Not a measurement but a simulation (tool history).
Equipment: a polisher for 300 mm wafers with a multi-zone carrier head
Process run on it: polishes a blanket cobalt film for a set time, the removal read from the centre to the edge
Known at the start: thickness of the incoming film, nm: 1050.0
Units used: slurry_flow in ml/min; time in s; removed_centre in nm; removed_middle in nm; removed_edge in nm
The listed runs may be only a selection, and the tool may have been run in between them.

run 1 day=0.000 | slurry_flow=310 centre_zone=1.00 middle_zone=1.00 edge_zone=1.00 time=51 | removed_centre=251.88 removed_middle=259.25 removed_edge=266.16
run 2 day=0.192 | slurry_flow=310 centre_zone=0.97 middle_zone=0.98 edge_zone=1.06 time=54 | removed_centre=259.42 removed_middle=270.75 removed_edge=288.13
run 3 day=0.450 | slurry_flow=310 centre_zone=0.97 middle_zone=1.02 edge_zone=1.06 time=54 | removed_centre=257.51 removed_middle=279.94 removed_edge=292.80
run 4 day=0.817 | slurry_flow=300 centre_zone=0.95 middle_zone=0.99 edge_zone=1.10 time=56 | removed_centre=263.25 removed_middle=284.87 removed_edge=312.26
run 5 day=1.154 | slurry_flow=295 centre_zone=0.94 middle_zone=0.98 edge_zone=1.13 time=57 | removed_centre=266.86 removed_middle=284.02 removed_edge=318.24
run 6 day=1.200 | slurry_flow=295 centre_zone=0.94 middle_zone=0.98 edge_zone=1.13 time=67 | removed_centre=314.53 removed_middle=337.87 removed_edge=377.79
run 7 day=1.492 | slurry_flow=295 centre_zone=0.94 middle_zone=0.98 edge_zone=1.13 time=67 | removed_centre=308.50 removed_middle=333.64 removed_edge=381.43
run 8 day=1.854 | slurry_flow=295 centre_zone=0.94 middle_zone=0.98 edge_zone=1.13 time=67 | removed_centre=314.97 removed_middle=334.64 removed_edge=373.91

The next listed run, before its measurement:
run 9 day=1.921 | slurry_flow=285 centre_zone=0.91 middle_zone=0.95 edge_zone=1.12 time=66 | removed_centre=? removed_middle=? removed_edge=?

{"run 9": {"removed_centre": 292.54, "removed_middle": 317.09, "removed_edge": 366.49}}
